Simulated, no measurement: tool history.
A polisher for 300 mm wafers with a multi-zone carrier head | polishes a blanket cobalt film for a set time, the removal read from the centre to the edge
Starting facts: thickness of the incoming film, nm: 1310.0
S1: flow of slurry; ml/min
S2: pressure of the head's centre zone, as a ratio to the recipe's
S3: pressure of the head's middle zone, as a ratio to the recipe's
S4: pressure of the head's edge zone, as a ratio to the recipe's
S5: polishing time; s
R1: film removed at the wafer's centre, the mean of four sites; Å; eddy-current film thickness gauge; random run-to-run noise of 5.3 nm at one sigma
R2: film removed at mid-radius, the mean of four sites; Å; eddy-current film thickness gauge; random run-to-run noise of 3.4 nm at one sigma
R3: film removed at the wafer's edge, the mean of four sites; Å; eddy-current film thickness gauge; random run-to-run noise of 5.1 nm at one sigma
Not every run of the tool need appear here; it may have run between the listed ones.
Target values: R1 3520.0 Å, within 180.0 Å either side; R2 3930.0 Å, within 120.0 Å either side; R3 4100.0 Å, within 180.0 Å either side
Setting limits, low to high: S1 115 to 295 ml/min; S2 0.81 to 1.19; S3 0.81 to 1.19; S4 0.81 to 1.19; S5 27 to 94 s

run  hour   S1    S2    S3    S4  S5      R1      R2      R3
  1   0.0  190  1.00  1.00  1.00  60  2648.7  2798.4  2752.3
  2   3.1  190  1.00  1.00  1.03  60  2707.5  2774.5  2805.7
  3  11.6  190  1.00  0.94  1.03  60  2718.4  2615.0  2792.7
  4  18.8  190  1.00  0.94  1.03  46  2067.3  2022.4  2116.3
  5  20.6  215  1.00  0.94  1.03  46  2116.4  2043.7  2186.7
  6  27.3  240  1.00  0.94  1.03  46  2238.4  2112.4  2189.6
  7  30.2  225  0.99  0.97  1.06  54  2526.7  2524.1  2572.3
  8  35.2  205  0.98  0.98  1.08  60  2795.0  2777.2  2854.6
  9  39.1  185  0.95  0.99  1.09  65  2824.6  2959.7  3132.5
 10  46.2  180  0.94  1.01  1.11  68  2906.5  3166.8  3210.8
 11  47.2  185  0.93  1.01  1.12  71  3042.9  3346.0  3486.9
 12  55.7  195  0.92  1.01  1.13  73  3100.1  3437.8  3643.4
 13  57.7  195  0.92  1.01  1.13  73  2982.6  3387.4  3603.5
 14  61.8  195  0.93  1.02  1.14  75  3238.1  3533.3  3583.9
 15  64.7  195  0.92  1.02  1.14  77  3282.8  3660.3  3657.5
 16  70.4  190  0.91  1.02  1.15  79  3359.5  3752.0  3808.7
 17  78.8  190  0.90  1.02  1.16  80  3330.4  3826.0  3897.4

Which of these 4 next moves meets every target?
  A  87.2  200  0.82  1.04  1.14  82   ?   ?   ?
  B  87.2  115  0.84  0.94  1.17  94   ?   ?   ?
  C  87.2  185  1.03  1.04  1.18  75   ?   ?   ?
  D  87.2  135  0.97  1.05  1.16  87   ?   ?   ?

move      R1      R2      R3
   A  3031.7  3957.1  4011.6
   B  3091.3  3708.9  4271.9
   C  3408.3  3568.9  3700.0
   D  3463.0  3905.5  4055.5
A: the worst result of the last run now meets its target, but another is out of spec
B: the worst result of the last run now meets its target, but another is out of spec
C: lands further from the targets than the last run did
D: hits every target within its allowed miss
Move D is the one to make.

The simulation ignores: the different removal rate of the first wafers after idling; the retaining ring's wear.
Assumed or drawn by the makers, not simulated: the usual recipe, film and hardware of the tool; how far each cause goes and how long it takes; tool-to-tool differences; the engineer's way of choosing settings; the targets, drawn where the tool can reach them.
